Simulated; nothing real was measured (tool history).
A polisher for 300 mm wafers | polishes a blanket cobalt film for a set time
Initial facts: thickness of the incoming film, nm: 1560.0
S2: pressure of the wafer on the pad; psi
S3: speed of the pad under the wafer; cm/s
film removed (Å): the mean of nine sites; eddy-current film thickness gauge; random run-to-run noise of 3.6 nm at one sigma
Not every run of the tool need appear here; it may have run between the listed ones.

{"run": 1, "hour": 0.0, "flow of slurry (ml/min)": 290, "S2": 2.3, "S3": 108, "polishing time (s)": 54, "film removed (Å)": 2797.3}
{"run": 2, "hour": 4.6, "flow of slurry (ml/min)": 290, "S2": 2.3, "S3": 84, "polishing time (s)": 54, "film removed (Å)": 2241.6}
{"run": 3, "hour": 5.5, "flow of slurry (ml/min)": 290, "S2": 2.3, "S3": 84, "polishing time (s)": 54, "film removed (Å)": 2195.5}
{"run": 4, "hour": 10.9, "flow of slurry (ml/min)": 290, "S2": 2.7, "S3": 84, "polishing time (s)": 54, "film removed (Å)": 2595.1}
{"run": 5, "hour": 13.5, "flow of slurry (ml/min)": 340, "S2": 2.7, "S3": 84, "polishing time (s)": 54, "film removed (Å)": 2687.3}
{"run": 6, "hour": 21.2, "flow of slurry (ml/min)": 340, "S2": 2.3, "S3": 84, "polishing time (s)": 54, "film removed (Å)": 2257.2}
{"run": 7, "hour": 24.6, "flow of slurry (ml/min)": 340, "S2": 2.6, "S3": 84, "polishing time (s)": 54, "film removed (Å)": 2551.7}
{"run": 8, "hour": 31.1, "flow of slurry (ml/min)": 340, "S2": 2.9, "S3": 84, "polishing time (s)": 54, "film removed (Å)": 2773.2}
{"run": 9, "hour": 39.8, "flow of slurry (ml/min)": 340, "S2": 3.1, "S3": 86, "polishing time (s)": 54, "film removed (Å)": 3093.5}

The next listed run, before its measurement:
{"hour": 41.2, "done": "head pressure recalibrated"}
{"run": 10, "hour": 41.2, "flow of slurry (ml/min)": 340, "S2": 3.2, "S3": 86, "polishing time (s)": 54, "film removed (Å)": "?"}

film removed (Å): 3388.4
